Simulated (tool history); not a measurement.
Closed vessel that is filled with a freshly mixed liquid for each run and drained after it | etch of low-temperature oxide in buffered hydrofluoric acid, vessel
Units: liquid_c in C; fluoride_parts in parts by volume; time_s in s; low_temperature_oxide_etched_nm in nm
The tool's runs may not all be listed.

run  hour  liquid_c  fluoride_parts  time_s  low_temperature_oxide_etched_nm
  1     0        22              12     100                           254.28
  2   2.1        22             9.5     100                           312.03
  3   8.5      19.5             9.5     100                           272.49
  4  10.5        22             9.5     100                           311.82
     14.9  -- thermometer replaced
  5  14.9        21              10     100                           261.65
  6  19.6        23              10     100                           293.75
  7  24.2        19            11.5     100                           204.93

Forecast run 8:
  8  29.4      18.5            11.5     100                                ?

Run 8 gave low_temperature_oxide_etched_nm 199.1 nm.
